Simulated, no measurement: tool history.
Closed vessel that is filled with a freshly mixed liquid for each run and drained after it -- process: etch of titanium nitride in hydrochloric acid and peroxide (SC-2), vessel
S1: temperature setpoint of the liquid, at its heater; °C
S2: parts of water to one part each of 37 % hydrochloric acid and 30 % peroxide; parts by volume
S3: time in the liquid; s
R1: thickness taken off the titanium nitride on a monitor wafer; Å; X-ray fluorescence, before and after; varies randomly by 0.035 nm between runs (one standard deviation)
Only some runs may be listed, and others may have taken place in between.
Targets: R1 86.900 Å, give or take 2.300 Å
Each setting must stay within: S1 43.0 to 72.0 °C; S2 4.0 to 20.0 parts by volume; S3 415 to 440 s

run,hour,S1,S2,S3,R1
1,0.0,59.0,11.0,415,191.770
2,6.2,59.0,15.0,415,146.920
3,7.3,59.0,11.0,415,191.510
4,15.7,55.5,11.0,415,153.700
5,23.8,53.0,11.0,415,130.810
6,28.5,53.0,11.0,415,130.850
7,35.3,51.0,11.0,415,114.310
8,43.5,50.0,11.0,415,107.470
9,51.9,50.0,11.0,415,106.350
10,55.7,50.0,11.0,415,106.660
11,58.9,49.0,11.0,415,100.570
12,63.9,48.5,11.0,415,96.721
13,70.2,46.5,11.0,415,84.571

Pick the move, out of 4, that brings all results within their allowed miss; only one does.
A,76.5,45.5,10.0,440,?
B,76.5,50.5,15.0,430,?
C,76.5,48.0,14.0,440,?
D,76.5,44.5,10.5,435,?

move,R1
A,90.084
B,87.290
C,80.181
D,79.778
A: the result that was furthest off in the last run now lies on the other side of its target
B: every result lands within tolerance
C: misses by more than the last run did
D: misses by more than the last run did
B meets every target.
